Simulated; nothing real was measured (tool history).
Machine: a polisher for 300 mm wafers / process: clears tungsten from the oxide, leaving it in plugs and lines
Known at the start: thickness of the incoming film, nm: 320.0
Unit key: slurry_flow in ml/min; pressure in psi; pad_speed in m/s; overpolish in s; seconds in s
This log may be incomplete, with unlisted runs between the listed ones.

run,hour,slurry_flow,pressure,pad_speed,slurry_solids,overpolish,seconds
1,0.0,225,3.6,1.42,1.0,5,45.249
2,3.4,225,3.2,1.40,1.0,5,47.543
3,9.2,260,3.2,1.40,1.0,5,48.365
4,11.7,260,4.1,1.40,1.0,5,40.543
5,12.3,260,3.6,1.30,1.0,5,48.549
6,20.8,260,3.6,1.30,1.1,5,45.404
7,28.8,260,3.2,1.22,1.1,5,55.441

What does the tool deliver on the next run?
8,29.7,260,2.9,1.20,1.1,5,?

seconds: 59.893 s

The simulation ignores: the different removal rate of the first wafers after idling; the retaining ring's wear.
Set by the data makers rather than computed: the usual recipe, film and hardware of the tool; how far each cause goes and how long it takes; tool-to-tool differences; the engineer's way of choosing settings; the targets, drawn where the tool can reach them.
